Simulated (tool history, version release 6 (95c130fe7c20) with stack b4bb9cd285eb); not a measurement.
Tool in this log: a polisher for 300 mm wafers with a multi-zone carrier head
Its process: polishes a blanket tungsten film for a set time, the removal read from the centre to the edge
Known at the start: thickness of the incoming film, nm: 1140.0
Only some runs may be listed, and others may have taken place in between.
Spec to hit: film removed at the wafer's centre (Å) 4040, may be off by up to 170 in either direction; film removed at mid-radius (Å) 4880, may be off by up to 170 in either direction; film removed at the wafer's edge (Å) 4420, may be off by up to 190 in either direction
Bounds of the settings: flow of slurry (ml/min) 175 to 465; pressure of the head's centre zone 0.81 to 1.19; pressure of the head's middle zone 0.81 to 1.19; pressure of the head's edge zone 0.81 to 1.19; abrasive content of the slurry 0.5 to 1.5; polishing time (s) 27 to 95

run    day  flow of slurry (ml/min)  pressure of the head's centre zone  pressure of the head's middle zone  pressure of the head's edge zone  abrasive content of the slurry  polishing time (s)  film removed at the wafer's centre (Å)  film removed at mid-radius (Å)  film removed at the wafer's edge (Å)
  1      0                      295                                   1                                   1                                 1                               1                  61                                  3612.8                          3617.2                                3656.5
  2  0.042                      295                                1.03                                   1                                 1                               1                  61                                  3695.9                          3547.4                                3732.3
  3  0.367                      295                                1.03                                   1                                 1                               1                  52                                  3141.6                          2996.9                                3007.6
  4  0.579                      295                                1.03                                   1                                 1                               1                  62                                  3770.4                          3611.4                                3745.5
  5  0.954                      300                                1.01                                1.04                              1.02                             1.1                  63                                  3870.9                          3916.2                                3811.7
  6  1.062                      295                                0.97                                1.04                              1.03                            1.15                  65                                  3952.9                          4042.4                                3975.6
  7  1.325                      295                                0.93                                1.06                              1.04                            1.15                  67                                  3946.1                          4156.7                                4130.8
  8  1.479                      300                                 0.9                                1.09                              1.05                             1.2                  68                                  3899.7                          4423.5                                4298.3
  9  1.821                      310                                 0.9                                1.11                              1.05                             1.2                  68                                  3954.4                          4384.9                                4313.7
     2.154  -- edge zone pressure recalibrated
 10  2.154                      300                                0.89                                1.13                              1.04                            1.25                  68                                  3912.3                          4560.4                                4063.8
 11  2.329                      310                                0.88                                1.14                              1.05                             1.3                  68                                  3877.4                            4730                                  4205
 12  2.479                      315                                0.89                                1.14                              1.06                             1.3                  68                                  4062.4                          4676.7                                4211.2
 13  2.846                      315                                0.88                                1.14                              1.07                             1.3                  68                                  3899.7                          4656.6                                4309.9

Next run, 5 choices. One meets every target within its allowed miss, the rest don't. Which?
  A  3.212                      320                                0.92                                1.09                              1.13                            1.05                  68                                       ?                               ?                                     ?
  B  3.212                      330                                 0.9                                1.18                              1.08                            1.25                  70                                       ?                               ?                                     ?
  C  3.212                      280                                1.06                                1.12                              1.07                             1.1                  68                                       ?                               ?                                     ?
  D  3.212                      275                                1.07                                1.14                              1.02                            1.15                  68                                       ?                               ?                                     ?
  E  3.212                      270                                0.91                                1.19                              0.94                            1.45                  67                                       ?                               ?                                     ?

move  film removed at the wafer's centre (Å)  film removed at mid-radius (Å)  film removed at the wafer's edge (Å)
   A                                  3844.6                          4400.4                                4244.8
   B                                  4047.2                          5028.4                                4418.8
   C                                  4205.4                          4476.7                                4118.3
   D                                  4259.3                          4574.1                                4048.5
   E                                  3924.2                          4886.8                                4004.9
A: its largest miss is bigger than the last run's
B: each result inside its tolerance
C: its largest miss is bigger than the last run's
D: its largest miss is bigger than the last run's
E: meets the target for the result that was furthest off, but another lies outside its allowed miss
The move that meets every target is B.
